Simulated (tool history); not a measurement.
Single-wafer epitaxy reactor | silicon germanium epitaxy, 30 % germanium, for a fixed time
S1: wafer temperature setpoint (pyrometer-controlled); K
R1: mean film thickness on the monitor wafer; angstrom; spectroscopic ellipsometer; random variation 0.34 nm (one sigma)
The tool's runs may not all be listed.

run 1 hour=0 | S1=893.15 chamber_pressure_(mTorr)=17200 | R1=787.64
run 2 hour=8.5 | S1=899.15 chamber_pressure_(mTorr)=17200 | R1=886.74
run 3 hour=14.4 | S1=899.15 chamber_pressure_(mTorr)=18800 | R1=922.12
run 4 hour=17.1 | S1=902.15 chamber_pressure_(mTorr)=18800 | R1=981.79
run 5 hour=20.8 | S1=903.15 chamber_pressure_(mTorr)=18800 | R1=994.14
run 6 hour=22.3 | S1=904.15 chamber_pressure_(mTorr)=18800 | R1=1020.8
run 7 hour=27.5 | S1=905.15 chamber_pressure_(mTorr)=18800 | R1=1033.5

Run 8 comes next. What will it give?
run 8 hour=31 | S1=906.15 chamber_pressure_(mTorr)=18800 | R1=?

R1: 1056 angstrom

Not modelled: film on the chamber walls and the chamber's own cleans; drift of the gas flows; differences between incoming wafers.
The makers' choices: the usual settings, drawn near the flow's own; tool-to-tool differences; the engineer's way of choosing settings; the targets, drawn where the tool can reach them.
